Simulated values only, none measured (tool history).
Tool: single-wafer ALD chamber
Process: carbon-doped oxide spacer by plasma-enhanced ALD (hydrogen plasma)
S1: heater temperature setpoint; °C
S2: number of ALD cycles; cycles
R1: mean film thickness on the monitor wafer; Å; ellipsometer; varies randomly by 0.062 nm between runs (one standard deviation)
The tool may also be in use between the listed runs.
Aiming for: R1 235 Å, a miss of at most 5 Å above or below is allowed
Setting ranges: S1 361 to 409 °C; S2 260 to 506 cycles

run 1 day=0 | S1=385 S2=383 | R1=193.12
run 2 day=0.238 | S1=385 S2=363 | R1=181.96
run 3 day=0.471 | S1=385 S2=379 | R1=190.5
run 4 day=0.55 | S1=375 S2=379 | R1=190.43
run 5 day=0.867 | S1=365 S2=379 | R1=190.01
run 6 day=1.217 | S1=365 S2=393 | R1=197.39
run 7 day=1.421 | S1=365 S2=393 | R1=196.68
run 8 day=1.696 | S1=365 S2=405 | R1=203.73
run 9 day=2.088 | S1=365 S2=405 | R1=203.18
run 10 day=2.267 | S1=365 S2=415 | R1=208.25
run 11 day=2.4 | S1=365 S2=424 | R1=213.3
run 12 day=2.633 | S1=365 S2=431 | R1=217.61
run 13 day=2.842 | S1=365 S2=436 | R1=219.13

Consider the 4 candidate settings below. Which is the only one whose results all fall within their allowed miss of target?
run A day=3.05 | S1=365 S2=496 | R1=?
run B day=3.05 | S1=380 S2=464 | R1=?
run C day=3.05 | S1=373 S2=487 | R1=?
run D day=3.05 | S1=370 S2=491 | R1=?

move=A R1=249.03
move=B R1=232.97
move=C R1=244.51
move=D R1=246.52
A: carries the result that was furthest off beyond its target, to the other side
B: every result lands within tolerance
C: carries the result that was furthest off beyond its target, to the other side
D: carries the result that was furthest off beyond its target, to the other side
The move that meets every target is B.
